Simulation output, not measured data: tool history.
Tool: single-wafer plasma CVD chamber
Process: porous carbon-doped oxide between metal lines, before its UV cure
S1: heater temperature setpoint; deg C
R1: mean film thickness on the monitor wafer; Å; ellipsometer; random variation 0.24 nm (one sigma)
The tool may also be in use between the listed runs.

Run 1, day 0.000: S1 290 deg C, RF power (kW) 0.615, deposition time (s) 11.0. Result: R1 764.61 Å.
Run 2, day 0.333: S1 290 deg C, RF power (kW) 0.675, deposition time (s) 11.0. Result: R1 815.33 Å.
Run 3, day 0.512: S1 283 deg C, RF power (kW) 0.675, deposition time (s) 11.0. Result: R1 862.44 Å.
Run 4, day 0.871: S1 283 deg C, RF power (kW) 0.675, deposition time (s) 10.5. Result: R1 817.00 Å.
Run 5, day 0.971: S1 283 deg C, RF power (kW) 0.675, deposition time (s) 10.5. Result: R1 818.51 Å.
Run 6, day 1.192: S1 283 deg C, RF power (kW) 0.675, deposition time (s) 10.5. Result: R1 821.67 Å.
Run 7, day 1.296: S1 288 deg C, RF power (kW) 0.665, deposition time (s) 10.5. Result: R1 784.86 Å.
Run 8, day 1.617: S1 292 deg C, RF power (kW) 0.655, deposition time (s) 10.5. Result: R1 750.34 Å.
Run 9, day 1.771: S1 295 deg C, RF power (kW) 0.650, deposition time (s) 10.5. Result: R1 729.87 Å.
Run 10, day 1.988: S1 298 deg C, RF power (kW) 0.650, deposition time (s) 10.5. Result: R1 723.34 Å.

Forecast run 11:
Run 11, day 2.121: S1 300 deg C, RF power (kW) 0.645, deposition time (s) 10.5. Result: R1 ?.

R1: 706.35 Å
